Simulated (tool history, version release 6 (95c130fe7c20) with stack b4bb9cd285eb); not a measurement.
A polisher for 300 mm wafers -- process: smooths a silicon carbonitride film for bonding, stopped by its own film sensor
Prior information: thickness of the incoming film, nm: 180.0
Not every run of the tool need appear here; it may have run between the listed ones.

run	day	flow of slurry (ml/min)	pressure of the wafer on the pad (kPa)	speed of the pad under the wafer (m/s)	abrasive content of the slurry	target thickness at which the film sensor stops the polish (Å)	time until the film sensor stopped the polish (s)
1	0	255	18.6	1	1	1380	106.43
2	0.279	220	18.6	1	1	1380	109.88
3	0.429	225	19.3	1	1	1380	102.07
4	0.504	225	20	1	1	1380	100.63
5	0.55	225	20.7	1	1	1380	96.51
6	0.642	225	18.6	1	1	1380	105.48
7	0.996	225	19.3	1	1	1380	101.48

Predict the results of run 8:
8	1.225	225	20	1	1	1380	?

For run 8 the tool returned time until the film sensor stopped the polish (s) 99.644.

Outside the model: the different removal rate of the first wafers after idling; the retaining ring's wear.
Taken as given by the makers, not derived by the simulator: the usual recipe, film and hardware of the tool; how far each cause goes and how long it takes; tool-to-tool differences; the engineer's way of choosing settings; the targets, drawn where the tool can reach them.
